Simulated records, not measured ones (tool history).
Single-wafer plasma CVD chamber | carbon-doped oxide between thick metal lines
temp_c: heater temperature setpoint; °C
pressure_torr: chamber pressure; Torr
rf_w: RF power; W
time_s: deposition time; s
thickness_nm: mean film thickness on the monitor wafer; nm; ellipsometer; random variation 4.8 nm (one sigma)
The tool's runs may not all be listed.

| run | hour | temp_c | pressure_torr | rf_w | time_s | thickness_nm |
|---|---|---|---|---|---|---|
| 1 | 0.0 | 335 | 3.92 | 595 | 210 | 1304.2 |
| 2 | 8.2 | 330 | 3.92 | 595 | 210 | 1318.9 |
| 3 | 14.9 | 338 | 3.92 | 595 | 210 | 1280.7 |
| 4 | 17.5 | 338 | 4.61 | 595 | 210 | 1314.6 |
| 5 | 23.7 | 335 | 4.76 | 605 | 210 | 1345.3 |
| 6 | 29.6 | 333 | 4.87 | 615 | 210 | 1376.3 |
| 7 | 34.8 | 332 | 4.94 | 620 | 210 | 1387.9 |

The next listed run, before its measurement:
| 8 | 39.9 | 331 | 5.00 | 625 | 210 | ? |

thickness_nm: 1406.0 nm

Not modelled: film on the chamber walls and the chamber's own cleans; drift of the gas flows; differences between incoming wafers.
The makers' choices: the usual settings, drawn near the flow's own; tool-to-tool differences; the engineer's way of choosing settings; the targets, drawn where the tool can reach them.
